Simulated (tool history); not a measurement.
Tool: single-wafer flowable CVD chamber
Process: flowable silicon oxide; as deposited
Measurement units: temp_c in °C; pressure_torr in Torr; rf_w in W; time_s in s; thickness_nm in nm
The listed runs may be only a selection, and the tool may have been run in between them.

run  hour  temp_c  pressure_torr  rf_w  time_s  thickness_nm
  1   0.0     105          0.787  1960     768        406.13
  2   3.5     105          0.787  1960     768        405.46
  3   4.4     105          0.787  1860     768        402.06
  4   8.0     111          0.786  1860     768        334.29
  5  16.0     111          0.786  1685     768        328.76
  6  22.9     111          0.895  1685     768        364.95
  7  30.5     116          0.893  1685     768        313.91
  8  31.4     120          0.892  1685     768        278.91
  9  34.6     123          0.889  1685     768        256.49
 10  37.1     125          0.882  1685     768        242.69
 11  42.0     126          0.873  1685     768        235.71

For run 12, what comes out?
 12  46.4     127          0.863  1680     768             ?

{"run 12": {"thickness_nm": 227.89}}
